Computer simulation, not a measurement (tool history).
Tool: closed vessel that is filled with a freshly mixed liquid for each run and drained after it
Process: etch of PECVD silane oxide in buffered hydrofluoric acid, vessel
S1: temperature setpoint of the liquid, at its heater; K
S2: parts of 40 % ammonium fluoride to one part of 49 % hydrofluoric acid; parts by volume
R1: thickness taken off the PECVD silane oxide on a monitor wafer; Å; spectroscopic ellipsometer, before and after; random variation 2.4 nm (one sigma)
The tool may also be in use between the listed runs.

Run 1, day 0: S1 296.15 K, S2 19 parts by volume, time in the liquid (s) 90. Result: R1 2421.1 Å.
Run 2, day 0.308: S1 299.15 K, S2 19 parts by volume, time in the liquid (s) 90. Result: R1 2850.6 Å.
Run 3, day 0.538: S1 299.15 K, S2 24 parts by volume, time in the liquid (s) 90. Result: R1 2418.2 Å.
Run 4, day 0.729: S1 297.15 K, S2 24 parts by volume, time in the liquid (s) 90. Result: R1 2158.9 Å.
Run 5, day 1.067: S1 298.65 K, S2 24 parts by volume, time in the liquid (s) 90. Result: R1 2359.1 Å.
Run 6, day 1.212: S1 298.65 K, S2 24 parts by volume, time in the liquid (s) 90. Result: R1 2346 Å.

Run 7 comes next. What will it give?
Run 7, day 1.283: S1 299.65 K, S2 24 parts by volume, time in the liquid (s) 90. Result: R1 ?.

R1: 2468 Å
